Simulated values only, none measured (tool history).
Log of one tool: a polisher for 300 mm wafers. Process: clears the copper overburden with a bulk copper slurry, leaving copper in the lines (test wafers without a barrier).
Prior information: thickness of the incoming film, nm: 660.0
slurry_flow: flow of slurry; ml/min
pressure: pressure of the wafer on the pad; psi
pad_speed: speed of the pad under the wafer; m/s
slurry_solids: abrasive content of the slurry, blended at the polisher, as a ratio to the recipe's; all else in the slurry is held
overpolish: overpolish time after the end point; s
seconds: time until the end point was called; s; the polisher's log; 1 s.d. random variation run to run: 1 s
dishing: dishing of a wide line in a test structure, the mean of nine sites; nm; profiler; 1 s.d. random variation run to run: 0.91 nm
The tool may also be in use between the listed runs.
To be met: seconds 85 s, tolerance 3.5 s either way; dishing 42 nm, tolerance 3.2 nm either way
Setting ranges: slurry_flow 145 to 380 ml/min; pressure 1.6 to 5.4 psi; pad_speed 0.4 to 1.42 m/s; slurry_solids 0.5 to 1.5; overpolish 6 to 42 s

Run 1, day 0: slurry_flow 245 ml/min, pressure 3.5 psi, pad_speed 0.9 m/s, slurry_solids 1, overpolish 21 s. Result: seconds 74.097 s, dishing 80.081 nm.
Run 2, day 0.321: slurry_flow 245 ml/min, pressure 3.4 psi, pad_speed 0.92 m/s, slurry_solids 1, overpolish 19 s. Result: seconds 75.185 s, dishing 75.547 nm.
Run 3, day 0.512: slurry_flow 245 ml/min, pressure 3.3 psi, pad_speed 0.94 m/s, slurry_solids 1, overpolish 18 s. Result: seconds 76.376 s, dishing 72.873 nm.
Run 4, day 0.838: slurry_flow 245 ml/min, pressure 3.3 psi, pad_speed 0.94 m/s, slurry_solids 0.85, overpolish 18 s. Result: seconds 77.793 s, dishing 73.331 nm.
Run 5, day 1.138: slurry_flow 245 ml/min, pressure 4 psi, pad_speed 0.94 m/s, slurry_solids 0.85, overpolish 18 s. Result: seconds 66.656 s, dishing 84.856 nm.
Run 6, day 1.325: slurry_flow 245 ml/min, pressure 4 psi, pad_speed 0.84 m/s, slurry_solids 0.85, overpolish 18 s. Result: seconds 75.319 s, dishing 77.129 nm.
Run 7, day 1.479: slurry_flow 250 ml/min, pressure 3.8 psi, pad_speed 0.84 m/s, slurry_solids 0.9, overpolish 17 s. Result: seconds 76.08 s, dishing 71.294 nm.
Run 8, day 1.675: slurry_flow 255 ml/min, pressure 3.7 psi, pad_speed 0.84 m/s, slurry_solids 0.95, overpolish 16 s. Result: seconds 77.091 s, dishing 71.65 nm.
Run 9, day 1.754: slurry_flow 240 ml/min, pressure 3.5 psi, pad_speed 0.86 m/s, slurry_solids 1, overpolish 15 s. Result: seconds 80.442 s, dishing 67.013 nm.
Run 10, day 2.021: slurry_flow 255 ml/min, pressure 3.3 psi, pad_speed 0.88 m/s, slurry_solids 1.05, overpolish 14 s. Result: seconds 77.649 s, dishing 63.517 nm.
Run 11, day 2.05: slurry_flow 255 ml/min, pressure 3.1 psi, pad_speed 0.88 m/s, slurry_solids 1.1, overpolish 13 s. Result: seconds 82.577 s, dishing 60.354 nm.
Run 12, day 2.175: slurry_flow 265 ml/min, pressure 2.9 psi, pad_speed 0.9 m/s, slurry_solids 1.15, overpolish 12 s. Result: seconds 82.821 s, dishing 53.723 nm.

Of the 4 settings listed for the next run, only one would bring every result within its allowed miss of target. Which one?
Run A, day 2.3: slurry_flow 285 ml/min, pressure 2.9 psi, pad_speed 0.84 m/s, slurry_solids 1.5, overpolish 9 s. Result: seconds ?, dishing ?.
Run B, day 2.3: slurry_flow 310 ml/min, pressure 4.4 psi, pad_speed 0.64 m/s, slurry_solids 1.1, overpolish 14 s. Result: seconds ?, dishing ?.
Run C, day 2.3: slurry_flow 295 ml/min, pressure 3.3 psi, pad_speed 0.8 m/s, slurry_solids 1.1, overpolish 17 s. Result: seconds ?, dishing ?.
Run D, day 2.3: slurry_flow 260 ml/min, pressure 2.7 psi, pad_speed 1.04 m/s, slurry_solids 1.1, overpolish 16 s. Result: seconds ?, dishing ?.

move  seconds  dishing
   A   86.516   42.631
   B   84.287    61.55
   C   86.562   67.716
   D   79.688    67.75
A: in spec on every target
B: its largest miss is bigger than the last run's
C: its largest miss is bigger than the last run's
D: its largest miss is bigger than the last run's
Go with A: it meets all targets.
